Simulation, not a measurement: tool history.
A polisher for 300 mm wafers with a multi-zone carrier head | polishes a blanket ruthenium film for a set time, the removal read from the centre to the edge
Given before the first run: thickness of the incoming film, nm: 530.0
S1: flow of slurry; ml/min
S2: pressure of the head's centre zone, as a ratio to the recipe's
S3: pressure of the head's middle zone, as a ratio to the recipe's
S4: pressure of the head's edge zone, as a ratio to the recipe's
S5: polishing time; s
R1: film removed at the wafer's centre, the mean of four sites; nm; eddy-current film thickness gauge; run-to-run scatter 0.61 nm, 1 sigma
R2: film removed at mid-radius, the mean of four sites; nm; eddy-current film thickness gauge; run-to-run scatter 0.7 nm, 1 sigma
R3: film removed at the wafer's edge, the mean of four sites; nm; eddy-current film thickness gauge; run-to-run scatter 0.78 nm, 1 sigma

Run 1, hour 0.0: S1 145 ml/min, S2 1.00, S3 1.00, S4 1.00, S5 89 s. Result: R1 87.010 nm, R2 87.598 nm, R3 85.710 nm.
Run 2, hour 1.4: S1 145 ml/min, S2 1.00, S3 1.08, S4 1.00, S5 89 s. Result: R1 87.402 nm, R2 94.129 nm, R3 86.777 nm.
Run 3, hour 4.6: S1 145 ml/min, S2 1.00, S3 1.08, S4 1.07, S5 89 s. Result: R1 87.346 nm, R2 92.408 nm, R3 88.956 nm.
Run 4, hour 7.6: S1 145 ml/min, S2 1.00, S3 1.04, S4 1.07, S5 89 s. Result: R1 86.742 nm, R2 87.851 nm, R3 88.934 nm.
Run 5, hour 16.3: S1 170 ml/min, S2 1.00, S3 1.04, S4 1.07, S5 89 s. Result: R1 88.821 nm, R2 94.433 nm, R3 91.831 nm.
Run 6, hour 24.0: S1 170 ml/min, S2 1.04, S3 1.04, S4 1.07, S5 89 s. Result: R1 92.271 nm, R2 92.149 nm, R3 91.604 nm.
Run 7, hour 29.1: S1 160 ml/min, S2 1.00, S3 1.01, S4 1.06, S5 84 s. Result: R1 84.342 nm, R2 84.425 nm, R3 84.350 nm.
Run 8, hour 30.1: S1 150 ml/min, S2 0.96, S3 1.00, S4 1.08, S5 80 s. Result: R1 74.899 nm, R2 77.895 nm, R3 80.472 nm.
Run 9, hour 35.4: S1 140 ml/min, S2 0.94, S3 0.98, S4 1.06, S5 78 s. Result: R1 70.590 nm, R2 74.736 nm, R3 79.591 nm.
Run 10, hour 37.0: S1 135 ml/min, S2 0.93, S3 0.97, S4 1.04, S5 75 s. Result: R1 66.292 nm, R2 70.020 nm, R3 73.307 nm.
Run 11, hour 42.6: S1 135 ml/min, S2 0.93, S3 0.97, S4 1.04, S5 75 s. Result: R1 66.980 nm, R2 70.813 nm, R3 73.392 nm.
Run 12, hour 44.0: S1 130 ml/min, S2 0.92, S3 0.96, S4 1.03, S5 74 s. Result: R1 64.095 nm, R2 68.098 nm, R3 70.795 nm.

Run 13, settings as shown, results not yet in. Your forecast:
Run 13, hour 49.8: S1 125 ml/min, S2 0.91, S3 0.95, S4 1.03, S5 74 s. Result: R1 ?, R2 ?, R3 ?.

Logged for run 13: R1 63.312 nm, R2 67.565 nm, R3 69.679 nm.
